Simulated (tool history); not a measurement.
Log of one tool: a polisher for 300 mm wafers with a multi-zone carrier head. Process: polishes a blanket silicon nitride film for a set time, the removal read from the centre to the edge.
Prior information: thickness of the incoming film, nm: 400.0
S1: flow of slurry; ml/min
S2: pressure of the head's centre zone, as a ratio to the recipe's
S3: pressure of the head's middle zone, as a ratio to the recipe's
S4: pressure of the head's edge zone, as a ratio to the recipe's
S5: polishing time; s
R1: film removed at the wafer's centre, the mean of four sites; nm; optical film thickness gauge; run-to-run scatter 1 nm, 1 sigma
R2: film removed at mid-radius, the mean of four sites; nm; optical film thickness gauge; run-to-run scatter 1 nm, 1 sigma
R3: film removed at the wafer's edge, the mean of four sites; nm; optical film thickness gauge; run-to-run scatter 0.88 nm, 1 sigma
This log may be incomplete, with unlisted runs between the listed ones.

run 1 hour=0.0 | S1=290 S2=1.00 S3=1.00 S4=1.00 S5=39 | R1=57.126 R2=68.580 R3=67.241
run 2 hour=3.8 | S1=295 S2=1.03 S3=1.00 S4=0.99 S5=40 | R1=62.365 R2=72.525 R3=67.450
run 3 hour=7.7 | S1=295 S2=1.03 S3=0.94 S4=0.99 S5=40 | R1=62.316 R2=66.564 R3=70.496
run 4 hour=9.6 | S1=300 S2=1.05 S3=0.95 S4=1.00 S5=41 | R1=64.834 R2=70.168 R3=71.091
run 5 hour=15.5 | S1=300 S2=0.98 S3=0.95 S4=1.00 S5=41 | R1=60.758 R2=69.420 R3=68.930
run 6 hour=20.7 | S1=240 S2=0.98 S3=0.95 S4=1.00 S5=41 | R1=59.146 R2=68.651 R3=70.074
run 7 hour=26.6 | S1=240 S2=0.98 S3=0.95 S4=1.00 S5=41 | R1=58.986 R2=67.507 R3=69.454
run 8 hour=28.7 | S1=245 S2=1.01 S3=0.95 S4=0.99 S5=42 | R1=63.054 R2=70.923 R3=71.232
run 9 hour=29.8 | S1=245 S2=1.03 S3=0.95 S4=0.98 S5=42 | R1=63.738 R2=70.342 R3=70.311
-- hour=30.6 centre zone pressure recalibrated
run 10 hour=30.6 | S1=250 S2=1.05 S3=0.95 S4=0.98 S5=42 | R1=71.831 R2=70.761 R3=70.912
run 11 hour=32.5 | S1=255 S2=1.06 S3=0.96 S4=0.99 S5=42 | R1=71.492 R2=71.321 R3=71.632
run 12 hour=40.7 | S1=260 S2=1.07 S3=0.97 S4=1.00 S5=42 | R1=74.649 R2=70.365 R3=72.276
run 13 hour=48.7 | S1=270 S2=1.07 S3=0.98 S4=1.00 S5=42 | R1=74.197 R2=73.056 R3=71.048
run 14 hour=55.6 | S1=275 S2=1.07 S3=0.98 S4=1.01 S5=42 | R1=74.113 R2=72.082 R3=72.947

Expected results for the next run?
run 15 hour=59.9 | S1=280 S2=1.07 S3=0.99 S4=1.01 S5=42 | R1=? R2=? R3=?

{"run 15": {"R1": 74.237, "R2": 73.478, "R3": 73.495}}
